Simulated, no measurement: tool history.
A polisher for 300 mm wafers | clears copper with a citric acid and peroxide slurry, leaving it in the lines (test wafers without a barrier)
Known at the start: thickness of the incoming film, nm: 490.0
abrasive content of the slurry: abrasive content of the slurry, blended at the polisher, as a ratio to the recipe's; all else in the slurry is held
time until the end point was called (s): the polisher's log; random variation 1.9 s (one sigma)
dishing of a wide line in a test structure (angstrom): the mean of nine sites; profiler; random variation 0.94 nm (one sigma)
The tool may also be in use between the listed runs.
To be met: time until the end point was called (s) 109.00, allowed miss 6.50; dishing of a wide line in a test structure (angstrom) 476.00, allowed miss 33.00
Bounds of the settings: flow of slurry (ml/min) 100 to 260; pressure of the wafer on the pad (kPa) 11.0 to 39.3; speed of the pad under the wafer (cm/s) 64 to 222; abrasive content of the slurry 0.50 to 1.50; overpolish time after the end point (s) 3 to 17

run	day	flow of slurry (ml/min)	pressure of the wafer on the pad (kPa)	speed of the pad under the wafer (cm/s)	abrasive content of the slurry	overpolish time after the end point (s)	time until the end point was called (s)	dishing of a wide line in a test structure (angstrom)
1	0.000	165	24.8	142	1.00	9	150.00	224.89
2	0.146	165	25.5	142	1.00	9	143.13	229.04
3	0.433	165	25.5	142	0.85	9	150.20	217.27
4	0.729	195	25.5	142	0.85	9	146.80	222.87
5	0.933	155	25.5	142	0.85	9	156.13	227.80
6	1.279	155	25.5	142	0.65	9	162.28	201.55
7	1.367	170	32.4	146	0.90	13	114.19	404.26
8	1.654	170	33.1	146	0.90	14	110.13	442.63

4 next moves are on the table. One of them brings every result within its allowed miss. Which?
A	1.942	170	31.7	154	1.00	12	?	?
B	1.942	115	30.3	164	1.10	12	?	?
C	1.942	205	32.4	148	0.90	12	?	?
D	1.942	210	29.0	160	1.05	15	?	?

move	time until the end point was called (s)	dishing of a wide line in a test structure (angstrom)
A	113.00	393.87
B	117.64	379.14
C	114.84	388.39
D	113.89	476.55
A: further off than the last run
B: further off than the last run
C: further off than the last run
D: meets every target
The right move is D.

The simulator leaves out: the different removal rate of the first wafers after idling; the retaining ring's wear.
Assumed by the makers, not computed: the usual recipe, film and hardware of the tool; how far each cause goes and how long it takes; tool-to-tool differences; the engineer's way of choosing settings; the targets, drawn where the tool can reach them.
